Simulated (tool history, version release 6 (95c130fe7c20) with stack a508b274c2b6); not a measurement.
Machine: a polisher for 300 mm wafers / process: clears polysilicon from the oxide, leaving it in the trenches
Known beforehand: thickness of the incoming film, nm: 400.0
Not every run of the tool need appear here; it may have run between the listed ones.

run	day	flow of slurry (ml/min)	pressure of the wafer on the pad (kPa)	speed of the pad under the wafer (cm/s)	overpolish time after the end point (s)	time until the end point was called (s)	dishing of a wide line in a test structure (nm)
1	0.000	150	13.1	100	25	40.110	44.280
2	0.242	125	13.1	100	25	42.568	44.294
3	0.329	125	13.1	90	25	46.021	44.348
4	0.617	125	12.4	90	23	48.064	43.618
5	0.775	125	12.4	110	23	40.015	44.326
6	0.996	125	12.4	96	23	45.060	44.664
7	1.246	140	11.7	92	24	49.584	44.368
8	1.433	140	11.0	90	22	53.064	43.305
9	1.617	140	10.3	90	22	54.376	43.083

Run 10 is up next; what results do you expect?
10	1.971	140	9.7	90	22	?	?

time until the end point was called (s): 57.205
dishing of a wide line in a test structure (nm): 42.167
